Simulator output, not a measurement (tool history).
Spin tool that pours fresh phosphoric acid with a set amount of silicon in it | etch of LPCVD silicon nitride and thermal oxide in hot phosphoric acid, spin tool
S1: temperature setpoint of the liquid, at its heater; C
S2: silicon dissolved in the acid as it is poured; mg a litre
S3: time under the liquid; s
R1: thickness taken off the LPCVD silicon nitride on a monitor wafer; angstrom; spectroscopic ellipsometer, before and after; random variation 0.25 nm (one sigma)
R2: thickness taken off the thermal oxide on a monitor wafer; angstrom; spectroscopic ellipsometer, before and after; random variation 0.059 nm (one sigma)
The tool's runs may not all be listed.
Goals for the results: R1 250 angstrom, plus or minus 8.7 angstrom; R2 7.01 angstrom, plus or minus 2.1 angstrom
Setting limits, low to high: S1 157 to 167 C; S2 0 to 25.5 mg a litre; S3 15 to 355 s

{"run": 1, "hour": 0.0, "S1": 162, "S2": 11, "S3": 180, "R1": 177.18, "R2": 4.7488}
{"run": 2, "hour": 5.7, "S1": 162, "S2": 16, "S3": 180, "R1": 174.71, "R2": 4.0396}
{"run": 3, "hour": 12.8, "S1": 163, "S2": 15, "S3": 195, "R1": 197.48, "R2": 3.9886}
{"run": 4, "hour": 21.4, "S1": 163, "S2": 11.5, "S3": 205, "R1": 211.61, "R2": 5.6457}
{"run": 5, "hour": 26.4, "S1": 164, "S2": 11, "S3": 210, "R1": 224.3, "R2": 6.1417}
{"run": 6, "hour": 32.3, "S1": 164, "S2": 11, "S3": 170, "R1": 180.74, "R2": 5.181}
{"run": 7, "hour": 41.0, "S1": 164.5, "S2": 11, "S3": 185, "R1": 200.69, "R2": 5.3944}
{"run": 8, "hour": 44.3, "S1": 164.5, "S2": 11, "S3": 185, "R1": 200.75, "R2": 6.2906}
{"run": 9, "hour": 52.8, "S1": 165, "S2": 12, "S3": 195, "R1": 214.97, "R2": 5.5226}
{"hour": 60.9, "done": "dissolved silicon flow meter replaced"}
{"run": 10, "hour": 60.9, "S1": 165.5, "S2": 11.5, "S3": 200, "R1": 223.96, "R2": 6.8066}
{"run": 11, "hour": 62.5, "S1": 165.5, "S2": 12, "S3": 205, "R1": 225.09, "R2": 6.553}
{"run": 12, "hour": 71.1, "S1": 165.5, "S2": 12.5, "S3": 210, "R1": 231.65, "R2": 6.6179}
{"run": 13, "hour": 78.2, "S1": 165.5, "S2": 12.5, "S3": 215, "R1": 238.68, "R2": 6.8839}
{"run": 14, "hour": 79.5, "S1": 165.5, "S2": 13, "S3": 215, "R1": 236.48, "R2": 6.7753}

Exactly one of the 4 candidate moves below puts every result within its allowed miss. Which one?
{"run": "A", "hour": 80.8, "S1": 165, "S2": 13.5, "S3": 210, "R1": "?", "R2": "?"}
{"run": "B", "hour": 80.8, "S1": 166.5, "S2": 11, "S3": 230, "R1": "?", "R2": "?"}
{"run": "C", "hour": 80.8, "S1": 166.5, "S2": 15, "S3": 220, "R1": "?", "R2": "?"}
{"run": "D", "hour": 80.8, "S1": 164, "S2": 17, "S3": 210, "R1": "?", "R2": "?"}

move=A R1=227.36 R2=7.7159
move=B R1=261.54 R2=9.9842
move=C R1=250.17 R2=8.6819
move=D R1=220 R2=6.5705
A: misses by more than the last run did
B: moves the result that the last run missed by most past its target, out the other side
C: each result inside its tolerance
D: misses by more than the last run did
Move C is the one to make.
